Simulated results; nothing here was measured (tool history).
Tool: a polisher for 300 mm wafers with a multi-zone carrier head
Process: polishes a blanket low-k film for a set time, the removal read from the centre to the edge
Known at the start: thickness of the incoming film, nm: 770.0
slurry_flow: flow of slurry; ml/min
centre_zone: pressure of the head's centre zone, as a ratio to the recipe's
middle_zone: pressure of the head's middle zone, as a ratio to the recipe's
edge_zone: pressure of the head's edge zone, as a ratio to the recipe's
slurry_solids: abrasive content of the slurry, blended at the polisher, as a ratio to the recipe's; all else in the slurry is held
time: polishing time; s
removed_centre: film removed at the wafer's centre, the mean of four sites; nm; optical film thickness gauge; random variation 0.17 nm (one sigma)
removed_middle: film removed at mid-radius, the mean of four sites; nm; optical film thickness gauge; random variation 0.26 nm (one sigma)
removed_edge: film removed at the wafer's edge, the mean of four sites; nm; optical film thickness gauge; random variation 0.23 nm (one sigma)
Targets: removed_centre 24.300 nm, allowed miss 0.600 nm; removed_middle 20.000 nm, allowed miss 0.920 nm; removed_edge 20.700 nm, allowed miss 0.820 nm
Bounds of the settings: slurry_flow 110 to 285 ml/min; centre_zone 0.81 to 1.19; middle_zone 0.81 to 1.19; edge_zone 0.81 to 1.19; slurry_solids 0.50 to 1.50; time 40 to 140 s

run	hour	slurry_flow	centre_zone	middle_zone	edge_zone	slurry_solids	time	removed_centre	removed_middle	removed_edge
1	0.0	180	1.00	1.00	1.00	1.00	90	28.817	29.215	28.076
2	5.5	180	1.01	0.98	0.98	0.95	90	27.790	27.329	27.103
3	9.6	180	1.01	1.02	0.98	0.95	90	28.045	27.685	27.274
4	16.5	180	1.01	1.02	0.98	0.80	90	25.209	25.559	24.398
5	18.6	180	1.01	1.08	0.98	0.80	90	24.839	27.166	24.660
6	23.2	175	1.02	1.06	0.96	0.80	90	25.273	25.703	23.913
7	30.2	170	1.02	1.04	0.95	0.80	90	25.176	25.345	23.625
8	35.1	165	1.02	1.02	0.94	0.80	90	24.989	24.824	24.022
9	42.7	165	1.03	1.01	0.93	0.80	90	25.232	24.862	23.606
10	49.3	160	1.04	0.99	0.92	0.80	90	25.064	24.652	23.522
11	56.4	160	1.06	0.97	0.91	0.80	90	26.186	24.191	23.438
12	60.1	155	1.06	0.95	0.90	0.80	90	25.741	23.006	23.353
13	66.3	155	1.07	0.95	0.89	0.80	90	26.326	22.745	22.573
14	73.6	150	1.07	0.94	0.88	0.80	90	25.587	22.629	22.998
15	77.8	150	1.08	0.94	0.87	0.80	90	25.788	23.003	22.926
16	78.6	150	1.08	0.93	0.87	0.80	90	26.285	23.333	22.577
17	83.8	145	1.08	0.92	0.87	0.80	90	25.874	23.069	22.855
18	92.0	145	1.08	0.92	0.87	0.80	90	26.075	22.669	22.939
19	95.0	145	1.08	0.91	0.87	0.80	90	26.155	22.640	22.911
20	95.9	145	1.08	0.90	0.86	0.80	90	25.902	22.087	22.366

4 next moves are on the table. One of them brings every result within its allowed miss. Which?
A	96.8	200	1.14	0.87	0.84	0.90	75	?	?	?
B	96.8	155	1.17	0.82	0.87	0.75	80	?	?	?
C	96.8	180	1.06	1.19	0.81	0.60	98	?	?	?
D	96.8	170	1.08	0.88	0.87	0.75	86	?	?	?

move	removed_centre	removed_middle	removed_edge
A	25.729	20.628	20.465
B	24.047	17.964	19.161
C	22.752	25.578	19.152
D	24.177	20.716	20.759
A: nearer than the last run, and not there yet
B: brings the result that was furthest off to its target, and leaves another outside
C: takes the result that was furthest off past its target
D: meets every target
The right move is D.
